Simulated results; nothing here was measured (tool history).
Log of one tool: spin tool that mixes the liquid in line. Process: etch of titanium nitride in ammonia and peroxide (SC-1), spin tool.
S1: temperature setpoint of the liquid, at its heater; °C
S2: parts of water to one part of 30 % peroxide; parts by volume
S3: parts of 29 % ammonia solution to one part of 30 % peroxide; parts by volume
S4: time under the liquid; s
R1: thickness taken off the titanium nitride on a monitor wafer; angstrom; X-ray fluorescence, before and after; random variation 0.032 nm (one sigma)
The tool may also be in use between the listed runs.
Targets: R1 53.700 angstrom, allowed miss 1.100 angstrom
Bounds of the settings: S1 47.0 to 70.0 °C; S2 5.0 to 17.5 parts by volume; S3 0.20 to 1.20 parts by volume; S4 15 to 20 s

run  hour    S1   S2    S3  S4      R1
  1   0.0  63.0  9.5  0.70  20  47.956
  2   8.4  63.5  9.5  0.70  20  49.571
  3  10.2  63.5  9.5  0.55  20  47.704
  4  13.3  69.0  9.5  0.55  20  67.275
  5  18.6  68.0  9.5  0.55  20  63.691
  6  20.9  67.0  9.5  0.55  20  58.590
  7  24.5  66.5  9.5  0.55  20  57.006
  8  29.1  66.0  9.5  0.55  20  54.955

5 next moves are on the table. One of them brings every result within its allowed miss. Which?
  A  33.7  62.5   7.5  0.55  20   ?
  B  33.7  68.0  11.5  0.50  20   ?
  C  33.7  65.5  10.5  0.70  20   ?
  D  33.7  65.5  10.5  0.55  20   ?
  E  33.7  65.0   7.0  0.40  20   ?

move      R1
   A  50.323
   B  56.350
   C  53.492
   D  51.353
   E  57.961
A: takes the result that was furthest off past its target
B: further off than the last run
C: meets every target
D: takes the result that was furthest off past its target
E: further off than the last run
The right move is C.
